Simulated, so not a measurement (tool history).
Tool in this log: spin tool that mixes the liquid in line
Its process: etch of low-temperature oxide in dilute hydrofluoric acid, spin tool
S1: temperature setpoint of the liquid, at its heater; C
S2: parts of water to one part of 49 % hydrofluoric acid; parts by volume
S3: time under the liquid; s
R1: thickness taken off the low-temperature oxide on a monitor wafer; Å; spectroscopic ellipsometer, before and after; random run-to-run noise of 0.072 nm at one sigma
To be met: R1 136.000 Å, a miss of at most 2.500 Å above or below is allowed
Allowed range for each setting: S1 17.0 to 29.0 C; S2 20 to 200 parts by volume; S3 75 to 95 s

Run 1, hour 0.0: S1 21.0 C, S2 110 parts by volume, S3 95 s. Result: R1 90.344 Å.
Run 2, hour 9.0: S1 19.0 C, S2 110 parts by volume, S3 95 s. Result: R1 82.766 Å.
Run 3, hour 16.3: S1 17.0 C, S2 110 parts by volume, S3 95 s. Result: R1 76.461 Å.
Run 4, hour 19.8: S1 17.0 C, S2 110 parts by volume, S3 95 s. Result: R1 76.991 Å.
Run 5, hour 22.5: S1 19.5 C, S2 110 parts by volume, S3 95 s. Result: R1 85.223 Å.
Run 6, hour 31.1: S1 21.5 C, S2 110 parts by volume, S3 95 s. Result: R1 91.573 Å.
Run 7, hour 33.8: S1 24.0 C, S2 105 parts by volume, S3 95 s. Result: R1 108.190 Å.
Run 8, hour 35.9: S1 25.5 C, S2 105 parts by volume, S3 95 s. Result: R1 113.740 Å.
Run 9, hour 37.5: S1 26.5 C, S2 105 parts by volume, S3 95 s. Result: R1 118.770 Å.
Run 10, hour 43.9: S1 27.5 C, S2 105 parts by volume, S3 95 s. Result: R1 123.540 Å.

Which single option among these 4 for the next run brings every result within its allowed miss of target? Just one does.
Run A, hour 50.3: S1 28.5 C, S2 100 parts by volume, S3 95 s. Result: R1 ?.
Run B, hour 50.3: S1 27.5 C, S2 100 parts by volume, S3 95 s. Result: R1 ?.
Run C, hour 50.3: S1 29.0 C, S2 100 parts by volume, S3 90 s. Result: R1 ?.
Run D, hour 50.3: S1 28.0 C, S2 105 parts by volume, S3 90 s. Result: R1 ?.

move       R1
   A  136.960
   B  131.830
   C  132.230
   D  120.430
A: all results land within tolerance of their targets
B: an improvement on the last run, though not all results are within tolerance
C: an improvement on the last run, though not all results are within tolerance
D: misses by more than the last run did
Go with A: it meets all targets.
